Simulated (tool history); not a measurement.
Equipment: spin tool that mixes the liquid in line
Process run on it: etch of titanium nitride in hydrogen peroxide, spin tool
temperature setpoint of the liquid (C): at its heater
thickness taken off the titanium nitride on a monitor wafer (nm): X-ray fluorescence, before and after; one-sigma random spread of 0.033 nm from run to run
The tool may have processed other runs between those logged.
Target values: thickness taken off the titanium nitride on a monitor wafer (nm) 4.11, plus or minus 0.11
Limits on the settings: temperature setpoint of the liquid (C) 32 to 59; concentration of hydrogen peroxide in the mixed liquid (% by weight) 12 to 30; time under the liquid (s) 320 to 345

run,hour,temperature setpoint of the liquid (C),concentration of hydrogen peroxide in the mixed liquid (% by weight),time under the liquid (s),thickness taken off the titanium nitride on a monitor wafer (nm)
1,0,43,21,320,5.6887
2,1.1,43,21,345,6.1825
3,6.3,42,21,345,5.5978
4,9.9,42,21,320,5.2469
5,17.2,42,21,320,5.2985
6,22.1,41.5,21,320,5.1087
7,22.8,41,21,320,4.9234
8,29.8,40.5,21,320,4.7246
9,37.7,40,21,320,4.5504

Pick the move, out of 4, that brings all results within their allowed miss; only one does.
A,45.6,40.5,24.5,345,?
B,45.6,41,18.5,335,?
C,45.6,41,22,325,?
D,45.6,39.5,15.5,325,?

move,thickness taken off the titanium nitride on a monitor wafer (nm)
A,5.2243
B,4.9614
C,4.9955
D,4.1317
A: misses by more than the last run did
B: misses by more than the last run did
C: misses by more than the last run did
D: each result inside its tolerance
Answer: D

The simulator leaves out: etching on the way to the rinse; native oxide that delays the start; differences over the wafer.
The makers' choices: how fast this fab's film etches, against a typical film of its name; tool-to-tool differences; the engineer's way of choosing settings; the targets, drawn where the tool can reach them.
